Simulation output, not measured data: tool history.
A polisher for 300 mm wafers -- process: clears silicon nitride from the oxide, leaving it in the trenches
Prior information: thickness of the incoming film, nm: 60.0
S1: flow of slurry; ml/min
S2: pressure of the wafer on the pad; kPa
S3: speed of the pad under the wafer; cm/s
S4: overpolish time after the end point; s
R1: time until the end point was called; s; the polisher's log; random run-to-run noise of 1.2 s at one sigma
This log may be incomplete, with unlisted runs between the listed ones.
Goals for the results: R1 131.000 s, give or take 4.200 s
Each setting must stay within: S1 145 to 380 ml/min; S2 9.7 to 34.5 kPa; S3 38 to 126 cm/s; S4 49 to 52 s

run    day   S1    S2  S3  S4       R1
  1  0.000  245  22.1  82  49   72.787
  2  0.167  245  26.2  82  49   62.284
  3  0.329  245  26.2  68  49   75.793
  4  0.575  245  26.2  68  49   75.886
  5  0.917  245  26.2  88  49   58.791
  6  1.054  245  26.2  88  49   58.334
  7  1.346  240  20.0  82  49   78.388
  8  1.483  240  17.2  78  49   90.676
  9  1.600  240  15.2  76  49  101.490

Next run, 5 choices. One meets every target within its allowed miss, the rest don't. Which?
  A  1.717  225  13.8  94  52   ?
  B  1.717  260  16.5  80  49   ?
  C  1.717  190  20.7  50  52   ?
  D  1.717  275  14.5  60  49   ?
  E  1.717  215   9.7  74  52   ?

move       R1
   A   87.624
   B   89.370
   C  122.420
   D  128.840
   E  138.760
A: lands further from the targets than the last run did
B: lands further from the targets than the last run did
C: nearer than the last run, and not there yet
D: every result lands within tolerance
E: pushes the last run's worst result past its target
So the answer is move D, the one that meets all the targets.

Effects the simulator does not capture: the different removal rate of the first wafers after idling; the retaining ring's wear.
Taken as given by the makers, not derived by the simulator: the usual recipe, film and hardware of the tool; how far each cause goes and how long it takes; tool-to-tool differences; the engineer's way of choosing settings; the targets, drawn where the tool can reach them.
